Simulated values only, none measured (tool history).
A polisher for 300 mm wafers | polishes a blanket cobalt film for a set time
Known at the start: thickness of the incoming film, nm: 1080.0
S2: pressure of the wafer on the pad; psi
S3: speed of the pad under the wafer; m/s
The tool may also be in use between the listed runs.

Run 1, day 0.000: flow of slurry (ml/min) 245, S2 2.2 psi, S3 0.76 m/s, polishing time (s) 56. Result: film removed (Å) 2482.4.
Run 2, day 0.112: flow of slurry (ml/min) 250, S2 2.6 psi, S3 0.76 m/s, polishing time (s) 56. Result: film removed (Å) 2905.3.
Run 3, day 0.204: flow of slurry (ml/min) 250, S2 2.6 psi, S3 0.76 m/s, polishing time (s) 50. Result: film removed (Å) 2572.7.
Run 4, day 0.238: flow of slurry (ml/min) 250, S2 2.9 psi, S3 0.82 m/s, polishing time (s) 50. Result: film removed (Å) 3152.0.
Run 5, day 0.446: flow of slurry (ml/min) 250, S2 2.9 psi, S3 0.82 m/s, polishing time (s) 50. Result: film removed (Å) 3114.4.
Run 6, day 0.579: flow of slurry (ml/min) 250, S2 3.1 psi, S3 0.82 m/s, polishing time (s) 50. Result: film removed (Å) 3316.8.

Forecast run 7:
Run 7, day 0.904: flow of slurry (ml/min) 255, S2 3.2 psi, S3 0.86 m/s, polishing time (s) 50. Result: film removed (Å) ?.

film removed (Å): 3590.9
